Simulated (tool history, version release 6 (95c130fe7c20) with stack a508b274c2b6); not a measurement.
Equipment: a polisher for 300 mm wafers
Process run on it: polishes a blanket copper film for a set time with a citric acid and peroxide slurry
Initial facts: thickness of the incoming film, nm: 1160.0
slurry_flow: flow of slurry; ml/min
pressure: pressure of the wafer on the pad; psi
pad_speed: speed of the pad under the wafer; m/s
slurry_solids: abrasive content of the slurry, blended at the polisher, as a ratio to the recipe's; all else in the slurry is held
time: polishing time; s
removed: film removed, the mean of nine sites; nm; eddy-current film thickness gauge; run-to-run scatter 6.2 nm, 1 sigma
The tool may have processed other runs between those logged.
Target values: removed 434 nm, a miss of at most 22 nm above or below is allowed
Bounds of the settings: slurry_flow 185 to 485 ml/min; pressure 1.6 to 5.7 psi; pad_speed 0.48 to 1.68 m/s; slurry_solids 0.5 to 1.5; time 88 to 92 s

run,hour,slurry_flow,pressure,pad_speed,slurry_solids,time,removed
1,0,310,3.6,1.08,1,88,273.78
2,6.9,380,3.6,1.08,1,88,282.87
3,15.2,380,4.1,1.1,1,88,315.95
4,19.7,380,4.5,1.12,1,88,343.64
5,26.6,380,4.8,1.14,1,88,386.83
6,34.3,380,4.8,0.96,1,88,330.88
7,41,380,5.1,1,1,88,370.38
8,41.6,380,5.3,1.02,1,88,382.96
9,43.6,380,5.4,1.04,1,88,394.37
10,51.8,380,5.5,1.06,1,88,407.93

Which single option among these 5 for the next run brings every result within its allowed miss of target? Just one does.
A,60,415,5.3,1.04,0.9,88,?
B,60,420,5.4,0.92,1.05,91,?
C,60,360,5.2,1.02,0.8,92,?
D,60,375,5.3,0.96,1.15,88,?
E,60,355,5.3,1.32,0.7,92,?

move,removed
A,376.81
B,381.21
C,363.71
D,382.18
E,428.87
A: the biggest miss grows against the last run
B: the biggest miss grows against the last run
C: the biggest miss grows against the last run
D: the biggest miss grows against the last run
E: all results in spec
The move that meets every target is E.

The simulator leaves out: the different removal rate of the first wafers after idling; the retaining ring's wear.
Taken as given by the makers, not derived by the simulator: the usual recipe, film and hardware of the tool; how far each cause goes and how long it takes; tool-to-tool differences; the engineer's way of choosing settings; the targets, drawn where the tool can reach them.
